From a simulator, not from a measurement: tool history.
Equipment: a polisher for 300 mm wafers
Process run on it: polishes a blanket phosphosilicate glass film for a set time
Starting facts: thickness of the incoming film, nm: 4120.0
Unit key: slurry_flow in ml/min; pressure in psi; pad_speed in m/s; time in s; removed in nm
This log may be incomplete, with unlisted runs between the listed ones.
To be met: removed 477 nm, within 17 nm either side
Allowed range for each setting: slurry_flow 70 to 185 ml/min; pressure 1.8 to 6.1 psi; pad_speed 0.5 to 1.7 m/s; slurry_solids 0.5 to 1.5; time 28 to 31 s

run 1 hour=0 | slurry_flow=120 pressure=3.9 pad_speed=1.1 slurry_solids=1 time=31 | removed=330.86
run 2 hour=5.6 | slurry_flow=130 pressure=4.3 pad_speed=1.1 slurry_solids=1 time=31 | removed=364.24
run 3 hour=14.1 | slurry_flow=130 pressure=4.7 pad_speed=1.1 slurry_solids=1 time=31 | removed=396.19
run 4 hour=19.1 | slurry_flow=160 pressure=4.7 pad_speed=1.1 slurry_solids=1 time=31 | removed=419.53
run 5 hour=27.7 | slurry_flow=160 pressure=4.7 pad_speed=1.1 slurry_solids=1.15 time=31 | removed=445.96
run 6 hour=32.5 | slurry_flow=145 pressure=4.7 pad_speed=1.1 slurry_solids=1.15 time=31 | removed=435.4
run 7 hour=35.9 | slurry_flow=150 pressure=4.8 pad_speed=1.1 slurry_solids=1.15 time=31 | removed=453.37
run 8 hour=43.8 | slurry_flow=150 pressure=4.9 pad_speed=1.1 slurry_solids=1.15 time=31 | removed=464.64

Which single option among these 4 for the next run brings every result within its allowed miss of target? Just one does.
run A hour=51.7 | slurry_flow=125 pressure=4.9 pad_speed=1.12 slurry_solids=1.3 time=31 | removed=?
run B hour=51.7 | slurry_flow=130 pressure=5.2 pad_speed=1.24 slurry_solids=1.15 time=31 | removed=?
run C hour=51.7 | slurry_flow=165 pressure=5.2 pad_speed=1.04 slurry_solids=1.1 time=29 | removed=?
run D hour=51.7 | slurry_flow=155 pressure=4.8 pad_speed=1.06 slurry_solids=1.2 time=29 | removed=?

move=A removed=474.67
move=B removed=506.65
move=C removed=444.61
move=D removed=427.02
A: in spec on every target
B: carries the result that was furthest off beyond its target, to the other side
C: the biggest miss grows against the last run
D: the biggest miss grows against the last run
A meets every target.
